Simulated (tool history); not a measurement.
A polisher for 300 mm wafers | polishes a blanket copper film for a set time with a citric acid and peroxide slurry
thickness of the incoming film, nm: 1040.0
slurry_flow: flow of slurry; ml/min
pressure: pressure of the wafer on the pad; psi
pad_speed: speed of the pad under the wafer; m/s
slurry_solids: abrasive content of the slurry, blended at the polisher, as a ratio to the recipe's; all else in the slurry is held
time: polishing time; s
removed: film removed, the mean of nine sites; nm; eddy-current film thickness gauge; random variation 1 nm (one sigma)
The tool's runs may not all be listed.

run    day  slurry_flow  pressure  pad_speed  slurry_solids  time  removed
  1  0.000          195       3.6       0.80           1.00    35   75.501
  2  0.188          195       3.6       0.80           1.15    35   78.597
  3  0.238          200       3.9       0.80           1.15    35   84.218
  4  0.571          200       3.9       0.80           1.15    31   74.685
  5  0.675          200       4.2       0.82           1.15    31   82.215
  6  0.804          200       3.5       0.82           1.15    31   68.730
  7  1.171          240       4.5       0.92           1.15    31   99.890

The next listed run, before its measurement:
  8  1.450          240       5.5       0.94           1.15    31        ?

removed: 122.560 nm
